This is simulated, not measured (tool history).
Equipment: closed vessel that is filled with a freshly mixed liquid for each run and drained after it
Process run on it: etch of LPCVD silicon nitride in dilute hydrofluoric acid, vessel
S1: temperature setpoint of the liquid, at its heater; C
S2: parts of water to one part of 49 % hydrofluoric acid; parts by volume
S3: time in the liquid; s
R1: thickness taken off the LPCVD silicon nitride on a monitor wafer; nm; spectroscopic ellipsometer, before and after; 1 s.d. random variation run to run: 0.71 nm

run	day	S1	S2	S3	R1
1	0.000	25.0	40	2350	33.626
2	0.375	25.0	50	2350	27.343
3	0.629	25.0	50	2350	27.373
4	0.875	25.0	50	2520	29.309
5	1.158	25.0	60	2520	24.200
6	1.475	25.0	50	2520	29.343
7	1.829	26.5	45	2520	35.685
8	2.171	27.5	40	2520	42.857
9	2.425	28.5	35	2520	52.396
10	2.821	29.5	30	2520	64.979
11	3.100	30.0	30	2520	67.085
12	3.233	30.5	30	2520	68.845
13	3.362	31.0	30	2520	72.973
14	3.521	31.5	30	2520	73.905
15	3.700	33.0	20	2520	120.410
16	3.912	32.5	20	2520	116.660
17	4.096	32.0	20	2520	113.560

Run 18 comes next. What will it give?
18	4.383	31.5	20	2520	?

{"run 18": {"R1": 109.96}}
